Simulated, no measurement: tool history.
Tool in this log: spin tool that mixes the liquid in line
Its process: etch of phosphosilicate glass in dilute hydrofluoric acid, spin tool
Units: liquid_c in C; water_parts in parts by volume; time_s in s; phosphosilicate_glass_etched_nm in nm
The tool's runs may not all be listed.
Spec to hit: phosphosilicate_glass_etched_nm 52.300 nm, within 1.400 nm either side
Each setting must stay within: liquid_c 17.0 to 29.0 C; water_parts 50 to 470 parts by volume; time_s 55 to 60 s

run,day,liquid_c,water_parts,time_s,phosphosilicate_glass_etched_nm
1,0.000,21.0,260,55,29.480
2,0.204,23.0,240,55,35.419
3,0.346,23.0,240,55,34.911
4,0.404,24.5,230,55,38.771
5,0.742,24.5,230,55,38.826
# day 0.779: hydrofluoric acid flow meter replaced
6,0.779,25.5,220,55,48.294
7,0.950,26.0,220,55,47.958
8,1.208,26.5,220,55,49.723

Exercise: of the 5 proposed moves below, exactly one satisfies all targets within the stated allowed misses. Which move is it?
A,1.467,25.0,210,55,?
B,1.467,28.0,225,60,?
C,1.467,26.0,220,55,?
D,1.467,29.0,240,60,?
E,1.467,27.5,255,60,?

move,phosphosilicate_glass_etched_nm
A,48.962
B,54.538
C,47.922
D,52.015
E,45.740
A: its largest miss is bigger than the last run's
B: pushes the last run's worst result past its target
C: its largest miss is bigger than the last run's
D: all results land within tolerance of their targets
E: its largest miss is bigger than the last run's
The move that meets every target is D.

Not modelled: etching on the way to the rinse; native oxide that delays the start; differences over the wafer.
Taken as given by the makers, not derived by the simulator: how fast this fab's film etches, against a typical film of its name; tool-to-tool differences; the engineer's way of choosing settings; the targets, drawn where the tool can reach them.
